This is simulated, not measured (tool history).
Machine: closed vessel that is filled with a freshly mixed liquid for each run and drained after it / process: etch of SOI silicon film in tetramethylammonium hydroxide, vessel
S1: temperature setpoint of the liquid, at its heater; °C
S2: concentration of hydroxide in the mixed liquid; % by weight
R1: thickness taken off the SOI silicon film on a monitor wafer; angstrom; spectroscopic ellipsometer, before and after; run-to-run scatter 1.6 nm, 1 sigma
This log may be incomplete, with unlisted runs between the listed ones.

run 1 hour=0.0 | S1=65.0 S2=13.0 time_in_the_liquid_(s)=30 | R1=1391.3
run 2 hour=3.9 | S1=65.0 S2=13.0 time_in_the_liquid_(s)=30 | R1=1388.4
run 3 hour=5.3 | S1=66.5 S2=13.0 time_in_the_liquid_(s)=30 | R1=1518.2
run 4 hour=10.4 | S1=66.5 S2=15.0 time_in_the_liquid_(s)=30 | R1=1407.2
run 5 hour=16.1 | S1=66.5 S2=15.0 time_in_the_liquid_(s)=30 | R1=1426.4
run 6 hour=21.6 | S1=66.5 S2=17.0 time_in_the_liquid_(s)=30 | R1=1348.8
run 7 hour=24.7 | S1=68.0 S2=17.0 time_in_the_liquid_(s)=30 | R1=1485.9
run 8 hour=27.9 | S1=69.5 S2=17.0 time_in_the_liquid_(s)=30 | R1=1644.8
run 9 hour=29.0 | S1=70.5 S2=17.0 time_in_the_liquid_(s)=30 | R1=1720.9
run 10 hour=30.1 | S1=71.5 S2=17.0 time_in_the_liquid_(s)=30 | R1=1833.1

Expected results for the next run?
run 11 hour=39.0 | S1=71.5 S2=17.0 time_in_the_liquid_(s)=30 | R1=?

R1: 1847.6 angstrom

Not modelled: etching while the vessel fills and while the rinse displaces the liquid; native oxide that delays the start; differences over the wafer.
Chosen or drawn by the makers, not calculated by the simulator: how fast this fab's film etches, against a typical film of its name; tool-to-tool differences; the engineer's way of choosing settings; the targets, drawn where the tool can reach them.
